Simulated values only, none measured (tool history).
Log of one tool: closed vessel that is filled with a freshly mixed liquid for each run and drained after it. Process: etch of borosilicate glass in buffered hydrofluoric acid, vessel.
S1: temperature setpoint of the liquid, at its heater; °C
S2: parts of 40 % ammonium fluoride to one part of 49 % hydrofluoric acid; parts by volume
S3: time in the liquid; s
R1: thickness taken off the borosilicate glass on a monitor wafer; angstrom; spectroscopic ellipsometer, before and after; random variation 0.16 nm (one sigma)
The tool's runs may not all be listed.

Run 1, day 0: S1 22 °C, S2 21 parts by volume, S3 95 s. Result: R1 541.71 angstrom.
Run 2, day 0.346: S1 24.5 °C, S2 21 parts by volume, S3 95 s. Result: R1 617.61 angstrom.
Run 3, day 0.683: S1 22 °C, S2 23 parts by volume, S3 95 s. Result: R1 502.7 angstrom.
Run 4, day 0.992: S1 20.5 °C, S2 24 parts by volume, S3 95 s. Result: R1 446.06 angstrom.
Run 5, day 1.329: S1 20.5 °C, S2 24 parts by volume, S3 95 s. Result: R1 447.23 angstrom.
Run 6, day 1.65: S1 19.5 °C, S2 25 parts by volume, S3 95 s. Result: R1 411.06 angstrom.
Run 7, day 1.708: S1 18.5 °C, S2 25.5 parts by volume, S3 95 s. Result: R1 382.53 angstrom.

Forecast run 8:
Run 8, day 1.979: S1 18 °C, S2 26 parts by volume, S3 95 s. Result: R1 ?.

{"run 8": {"R1": 365.66}}
